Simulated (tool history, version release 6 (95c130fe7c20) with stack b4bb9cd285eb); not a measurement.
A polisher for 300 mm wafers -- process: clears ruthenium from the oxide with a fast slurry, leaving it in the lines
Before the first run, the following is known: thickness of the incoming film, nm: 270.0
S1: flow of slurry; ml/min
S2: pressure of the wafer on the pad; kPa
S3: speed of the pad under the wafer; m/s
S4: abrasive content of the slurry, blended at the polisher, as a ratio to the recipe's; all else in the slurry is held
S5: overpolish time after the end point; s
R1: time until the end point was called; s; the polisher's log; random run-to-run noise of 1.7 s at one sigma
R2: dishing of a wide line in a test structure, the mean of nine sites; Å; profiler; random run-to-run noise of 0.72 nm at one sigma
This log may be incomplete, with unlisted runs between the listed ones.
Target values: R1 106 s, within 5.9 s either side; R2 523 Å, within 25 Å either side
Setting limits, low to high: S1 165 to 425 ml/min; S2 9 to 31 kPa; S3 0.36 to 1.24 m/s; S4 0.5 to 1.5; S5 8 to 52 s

Run 1, day 0: S1 275 ml/min, S2 20 kPa, S3 0.8 m/s, S4 1, S5 26 s. Result: R1 81.435 s, R2 576.94 Å.
Run 2, day 0.204: S1 275 ml/min, S2 20 kPa, S3 0.8 m/s, S4 1.15, S5 26 s. Result: R1 78.849 s, R2 610.78 Å.
Run 3, day 0.542: S1 275 ml/min, S2 17.9 kPa, S3 0.8 m/s, S4 1.15, S5 26 s. Result: R1 85.944 s, R2 540.19 Å.
Run 4, day 0.592: S1 275 ml/min, S2 17.9 kPa, S3 0.8 m/s, S4 1.3, S5 26 s. Result: R1 84.993 s, R2 570.21 Å.
Run 5, day 0.767: S1 275 ml/min, S2 17.2 kPa, S3 0.8 m/s, S4 1.3, S5 27 s. Result: R1 86.7 s, R2 571.4 Å.
Run 6, day 0.996: S1 275 ml/min, S2 16.5 kPa, S3 0.8 m/s, S4 1.3, S5 28 s. Result: R1 87.837 s, R2 566.68 Å.
Run 7, day 1.246: S1 275 ml/min, S2 15.9 kPa, S3 0.8 m/s, S4 1.3, S5 29 s. Result: R1 91.435 s, R2 565.95 Å.
Run 8, day 1.45: S1 275 ml/min, S2 15.9 kPa, S3 0.8 m/s, S4 1.3, S5 29 s. Result: R1 92.366 s, R2 564.09 Å.
Run 9, day 1.738: S1 275 ml/min, S2 15.2 kPa, S3 0.8 m/s, S4 1.3, S5 29 s. Result: R1 95.916 s, R2 536.18 Å.

Exactly one of the 5 candidate moves below puts every result within its allowed miss. Which one?
Run A, day 2.025: S1 280 ml/min, S2 13.1 kPa, S3 0.72 m/s, S4 1.3, S5 37 s. Result: R1 ?, R2 ?.
Run B, day 2.025: S1 310 ml/min, S2 11.7 kPa, S3 0.74 m/s, S4 1.45, S5 41 s. Result: R1 ?, R2 ?.
Run C, day 2.025: S1 285 ml/min, S2 14.5 kPa, S3 0.62 m/s, S4 1.25, S5 40 s. Result: R1 ?, R2 ?.
Run D, day 2.025: S1 240 ml/min, S2 12.4 kPa, S3 1 m/s, S4 1.2, S5 30 s. Result: R1 ?, R2 ?.
Run E, day 2.025: S1 265 ml/min, S2 14.5 kPa, S3 0.62 m/s, S4 1.3, S5 38 s. Result: R1 ?, R2 ?.

move      R1      R2
   A  119.52  562.55
   B  125.48  587.88
   C  120.11  597.01
   D  105.13  525.95
   E  119.65  574.45
A: takes the biggest miss from the last run beyond its target
B: takes the biggest miss from the last run beyond its target
C: takes the biggest miss from the last run beyond its target
D: each result inside its tolerance
E: takes the biggest miss from the last run beyond its target
So the answer is move D, the one that meets all the targets.

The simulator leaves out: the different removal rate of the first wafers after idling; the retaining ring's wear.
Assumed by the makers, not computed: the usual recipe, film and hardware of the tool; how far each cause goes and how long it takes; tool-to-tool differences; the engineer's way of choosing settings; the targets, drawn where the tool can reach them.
